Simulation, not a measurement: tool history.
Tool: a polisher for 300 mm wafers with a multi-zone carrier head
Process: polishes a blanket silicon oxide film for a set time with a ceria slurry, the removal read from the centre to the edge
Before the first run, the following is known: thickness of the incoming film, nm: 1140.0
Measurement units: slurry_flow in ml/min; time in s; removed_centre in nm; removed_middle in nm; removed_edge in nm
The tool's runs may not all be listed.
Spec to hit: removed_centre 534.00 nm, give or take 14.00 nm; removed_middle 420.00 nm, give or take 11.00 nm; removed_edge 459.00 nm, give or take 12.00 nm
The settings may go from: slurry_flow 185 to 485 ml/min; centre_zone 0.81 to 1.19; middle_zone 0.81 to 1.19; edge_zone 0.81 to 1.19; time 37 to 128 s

Run 1, day 0.000: slurry_flow 310 ml/min, centre_zone 1.00, middle_zone 1.00, edge_zone 1.00, time 82 s. Result: removed_centre 366.32 nm, removed_middle 368.95 nm, removed_edge 369.39 nm.
Run 2, day 0.342: slurry_flow 330 ml/min, centre_zone 1.04, middle_zone 0.99, edge_zone 1.02, time 85 s. Result: removed_centre 397.03 nm, removed_middle 379.50 nm, removed_edge 391.55 nm.
Run 3, day 0.421: slurry_flow 330 ml/min, centre_zone 1.11, middle_zone 0.99, edge_zone 1.02, time 85 s. Result: removed_centre 429.09 nm, removed_middle 379.45 nm, removed_edge 392.63 nm.
Run 4, day 0.771: slurry_flow 345 ml/min, centre_zone 1.13, middle_zone 0.98, edge_zone 1.03, time 87 s. Result: removed_centre 449.93 nm, removed_middle 388.34 nm, removed_edge 400.56 nm.
Run 5, day 0.942: slurry_flow 345 ml/min, centre_zone 1.13, middle_zone 0.98, edge_zone 1.03, time 74 s. Result: removed_centre 376.68 nm, removed_middle 331.11 nm, removed_edge 346.13 nm.
Run 6, day 1.154: slurry_flow 345 ml/min, centre_zone 1.13, middle_zone 0.98, edge_zone 1.03, time 65 s. Result: removed_centre 330.80 nm, removed_middle 289.11 nm, removed_edge 302.98 nm.
Run 7, day 1.200: slurry_flow 350 ml/min, centre_zone 1.14, middle_zone 0.97, edge_zone 1.04, time 72 s. Result: removed_centre 377.40 nm, removed_middle 315.62 nm, removed_edge 338.15 nm.
Run 8, day 1.467: slurry_flow 365 ml/min, centre_zone 1.15, middle_zone 0.98, edge_zone 1.06, time 76 s. Result: removed_centre 398.59 nm, removed_middle 339.04 nm, removed_edge 356.54 nm.
Run 9, day 1.704: slurry_flow 365 ml/min, centre_zone 1.16, middle_zone 0.97, edge_zone 1.07, time 80 s. Result: removed_centre 422.32 nm, removed_middle 354.43 nm, removed_edge 374.85 nm.
Run 10, day 1.833: slurry_flow 365 ml/min, centre_zone 1.17, middle_zone 0.96, edge_zone 1.08, time 84 s. Result: removed_centre 448.55 nm, removed_middle 368.22 nm, removed_edge 398.12 nm.

Of the 5 settings listed for the next run, only one would bring every result within its allowed miss of target. Which one?
Run A, day 1.962: slurry_flow 345 ml/min, centre_zone 1.19, middle_zone 0.95, edge_zone 1.08, time 92 s. Result: removed_centre ?, removed_middle ?, removed_edge ?.
Run B, day 1.962: slurry_flow 300 ml/min, centre_zone 1.11, middle_zone 0.94, edge_zone 1.04, time 99 s. Result: removed_centre ?, removed_middle ?, removed_edge ?.
Run C, day 1.962: slurry_flow 290 ml/min, centre_zone 1.19, middle_zone 0.94, edge_zone 1.09, time 93 s. Result: removed_centre ?, removed_middle ?, removed_edge ?.
Run D, day 1.962: slurry_flow 285 ml/min, centre_zone 1.19, middle_zone 0.95, edge_zone 1.06, time 99 s. Result: removed_centre ?, removed_middle ?, removed_edge ?.
Run E, day 1.962: slurry_flow 375 ml/min, centre_zone 1.17, middle_zone 0.95, edge_zone 1.08, time 92 s. Result: removed_centre ?, removed_middle ?, removed_edge ?.

move  removed_centre  removed_middle  removed_edge
   A          493.22          396.92        443.36
   B          489.52          419.44        464.79
   C          491.88          392.85        446.10
   D          522.91          421.40        467.78
   E          487.81          399.15        445.24
A: better than the last run, though not everything is in spec
B: better than the last run, though not everything is in spec
C: better than the last run, though not everything is in spec
D: all results land within tolerance of their targets
E: better than the last run, though not everything is in spec
Move D is the one to make.

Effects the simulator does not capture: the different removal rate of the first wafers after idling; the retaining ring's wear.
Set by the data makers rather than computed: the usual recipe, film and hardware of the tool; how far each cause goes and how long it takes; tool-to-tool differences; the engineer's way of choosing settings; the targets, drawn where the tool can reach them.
